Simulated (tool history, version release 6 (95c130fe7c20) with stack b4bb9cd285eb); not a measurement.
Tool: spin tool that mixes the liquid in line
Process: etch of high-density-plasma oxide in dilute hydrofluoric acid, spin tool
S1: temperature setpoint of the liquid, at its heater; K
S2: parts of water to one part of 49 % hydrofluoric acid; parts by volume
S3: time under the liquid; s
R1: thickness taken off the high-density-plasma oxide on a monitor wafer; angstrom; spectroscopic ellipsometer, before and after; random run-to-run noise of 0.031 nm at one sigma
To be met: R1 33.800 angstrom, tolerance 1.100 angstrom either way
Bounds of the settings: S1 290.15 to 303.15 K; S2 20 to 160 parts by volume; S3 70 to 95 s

run,day,S1,S2,S3,R1
1,0.000,295.15,90,95,46.593
2,0.054,295.15,90,95,46.059
3,0.200,294.65,90,95,46.680
4,0.371,294.15,90,95,45.303
5,0.488,294.15,90,95,45.646
6,0.788,294.15,90,95,44.545
7,0.896,293.65,90,95,44.559
8,0.929,293.15,90,95,43.059
9,0.992,293.15,90,95,43.219
10,1.292,292.65,90,95,42.264
11,1.450,292.15,90,95,41.564
12,1.567,291.15,95,95,38.076

5 candidate next runs follow, results not yet known. Just one meets every target within its allowed miss. Identify it.
A,1.683,290.65,85,95,?
B,1.683,290.15,80,70,?
C,1.683,291.15,90,75,?
D,1.683,290.15,100,85,?
E,1.683,292.65,105,90,?

move,R1
A,41.836
B,32.237
C,31.688
D,30.662
E,34.130
A: the biggest miss grows against the last run
B: takes the biggest miss from the last run beyond its target
C: takes the biggest miss from the last run beyond its target
D: takes the biggest miss from the last run beyond its target
E: every result lands within tolerance
E is the move that brings every result within its allowed miss.

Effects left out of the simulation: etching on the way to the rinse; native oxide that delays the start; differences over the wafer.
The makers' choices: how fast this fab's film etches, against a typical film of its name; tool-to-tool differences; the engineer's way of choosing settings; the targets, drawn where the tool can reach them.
